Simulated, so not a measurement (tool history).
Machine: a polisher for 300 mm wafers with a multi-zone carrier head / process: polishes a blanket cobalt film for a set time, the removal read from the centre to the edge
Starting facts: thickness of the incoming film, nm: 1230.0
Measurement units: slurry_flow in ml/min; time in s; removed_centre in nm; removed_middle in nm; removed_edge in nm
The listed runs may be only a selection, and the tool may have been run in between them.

{"run": 1, "hour": 0.0, "slurry_flow": 180, "centre_zone": 1, "middle_zone": 1, "edge_zone": 1, "time": 40, "removed_centre": 256.67, "removed_middle": 261.9, "removed_edge": 256.62}
{"run": 2, "hour": 2.3, "slurry_flow": 180, "centre_zone": 0.93, "middle_zone": 1, "edge_zone": 1, "time": 40, "removed_centre": 237.85, "removed_middle": 263.65, "removed_edge": 256.94}
{"run": 3, "hour": 6.6, "slurry_flow": 180, "centre_zone": 0.93, "middle_zone": 1, "edge_zone": 1.07, "time": 40, "removed_centre": 241, "removed_middle": 259.87, "removed_edge": 264.1}
{"run": 4, "hour": 14.6, "slurry_flow": 170, "centre_zone": 0.91, "middle_zone": 0.97, "edge_zone": 1.03, "time": 38, "removed_centre": 217.7, "removed_middle": 242.69, "removed_edge": 246.25}
{"run": 5, "hour": 18.3, "slurry_flow": 170, "centre_zone": 0.91, "middle_zone": 0.92, "edge_zone": 1.03, "time": 38, "removed_centre": 217.86, "removed_middle": 231.08, "removed_edge": 249.15}
{"run": 6, "hour": 24.8, "slurry_flow": 170, "centre_zone": 0.91, "middle_zone": 0.92, "edge_zone": 1.03, "time": 46, "removed_centre": 263.71, "removed_middle": 286.16, "removed_edge": 297.26}
{"run": 7, "hour": 27.6, "slurry_flow": 160, "centre_zone": 0.9, "middle_zone": 0.91, "edge_zone": 0.99, "time": 42, "removed_centre": 243.95, "removed_middle": 249.34, "removed_edge": 264.66}
{"run": 8, "hour": 29.5, "slurry_flow": 165, "centre_zone": 0.88, "middle_zone": 0.92, "edge_zone": 0.99, "time": 38, "removed_centre": 212.01, "removed_middle": 230.12, "removed_edge": 240.97}
{"run": 9, "hour": 35.9, "slurry_flow": 160, "centre_zone": 0.86, "middle_zone": 0.91, "edge_zone": 0.97, "time": 36, "removed_centre": 202.16, "removed_middle": 215.99, "removed_edge": 225.38}
{"run": 10, "hour": 39.7, "slurry_flow": 155, "centre_zone": 0.85, "middle_zone": 0.91, "edge_zone": 0.98, "time": 34, "removed_centre": 186.94, "removed_middle": 205.93, "removed_edge": 212.38}
{"run": 11, "hour": 40.9, "slurry_flow": 150, "centre_zone": 0.84, "middle_zone": 0.9, "edge_zone": 0.98, "time": 33, "removed_centre": 179.16, "removed_middle": 192, "removed_edge": 204.43}
{"run": 12, "hour": 46.5, "slurry_flow": 145, "centre_zone": 0.83, "middle_zone": 0.91, "edge_zone": 0.99, "time": 33, "removed_centre": 170, "removed_middle": 197.38, "removed_edge": 206.57}
{"run": 13, "hour": 51.6, "slurry_flow": 140, "centre_zone": 0.83, "middle_zone": 0.9, "edge_zone": 0.98, "time": 33, "removed_centre": 175.15, "removed_middle": 192.2, "removed_edge": 203.45}
{"run": 14, "hour": 57.7, "slurry_flow": 135, "centre_zone": 0.82, "middle_zone": 0.9, "edge_zone": 0.98, "time": 33, "removed_centre": 166.92, "removed_middle": 193.02, "removed_edge": 204.78}

Expected results for the next run?
{"run": 15, "hour": 58.2, "slurry_flow": 120, "centre_zone": 0.83, "middle_zone": 0.87, "edge_zone": 0.9, "time": 32, "removed_centre": "?", "removed_middle": "?", "removed_edge": "?"}

removed_centre: 166.34 nm
removed_middle: 182.56 nm
removed_edge: 188.19 nm
